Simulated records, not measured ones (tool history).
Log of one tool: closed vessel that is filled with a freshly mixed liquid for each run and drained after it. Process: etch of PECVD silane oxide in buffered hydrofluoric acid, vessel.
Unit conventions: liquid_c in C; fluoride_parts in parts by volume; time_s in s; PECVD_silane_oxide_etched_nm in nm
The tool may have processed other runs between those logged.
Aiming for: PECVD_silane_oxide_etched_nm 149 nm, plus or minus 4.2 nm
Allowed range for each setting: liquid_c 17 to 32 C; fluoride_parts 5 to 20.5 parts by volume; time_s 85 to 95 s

run 1 hour=0 | liquid_c=24 fluoride_parts=12.5 time_s=85 | PECVD_silane_oxide_etched_nm=128.68
run 2 hour=2.9 | liquid_c=24.5 fluoride_parts=12.5 time_s=85 | PECVD_silane_oxide_etched_nm=131.11
run 3 hour=8.8 | liquid_c=21.5 fluoride_parts=12.5 time_s=85 | PECVD_silane_oxide_etched_nm=111.9
run 4 hour=16 | liquid_c=22 fluoride_parts=12.5 time_s=85 | PECVD_silane_oxide_etched_nm=115.15
run 5 hour=19.6 | liquid_c=22.5 fluoride_parts=12.5 time_s=85 | PECVD_silane_oxide_etched_nm=119.17
run 6 hour=25.3 | liquid_c=22.5 fluoride_parts=16 time_s=85 | PECVD_silane_oxide_etched_nm=93.818
run 7 hour=27.3 | liquid_c=23.5 fluoride_parts=16 time_s=85 | PECVD_silane_oxide_etched_nm=98.44
run 8 hour=29.7 | liquid_c=24.5 fluoride_parts=16 time_s=85 | PECVD_silane_oxide_etched_nm=103.76
run 9 hour=33.6 | liquid_c=28.5 fluoride_parts=15.5 time_s=85 | PECVD_silane_oxide_etched_nm=130.86
run 10 hour=40.5 | liquid_c=29 fluoride_parts=15.5 time_s=85 | PECVD_silane_oxide_etched_nm=136.39
run 11 hour=44.6 | liquid_c=29 fluoride_parts=15.5 time_s=85 | PECVD_silane_oxide_etched_nm=134.81

Below are 5 possible settings for the next run. Only one of them brings all results inside the allowed miss of their targets. Which is it?
run A hour=48.7 | liquid_c=30 fluoride_parts=14.5 time_s=90 | PECVD_silane_oxide_etched_nm=?
run B hour=48.7 | liquid_c=32 fluoride_parts=15.5 time_s=85 | PECVD_silane_oxide_etched_nm=?
run C hour=48.7 | liquid_c=32 fluoride_parts=16.5 time_s=85 | PECVD_silane_oxide_etched_nm=?
run D hour=48.7 | liquid_c=29 fluoride_parts=14.5 time_s=95 | PECVD_silane_oxide_etched_nm=?
run E hour=48.7 | liquid_c=28.5 fluoride_parts=13.5 time_s=90 | PECVD_silane_oxide_etched_nm=?

move=A PECVD_silane_oxide_etched_nm=163.04
move=B PECVD_silane_oxide_etched_nm=160.14
move=C PECVD_silane_oxide_etched_nm=150.64
move=D PECVD_silane_oxide_etched_nm=163.27
move=E PECVD_silane_oxide_etched_nm=161.52
A: the result that was furthest off in the last run now lies on the other side of its target
B: the result that was furthest off in the last run now lies on the other side of its target
C: meets every target
D: the result that was furthest off in the last run now lies on the other side of its target
E: the result that was furthest off in the last run now lies on the other side of its target
C meets every target.
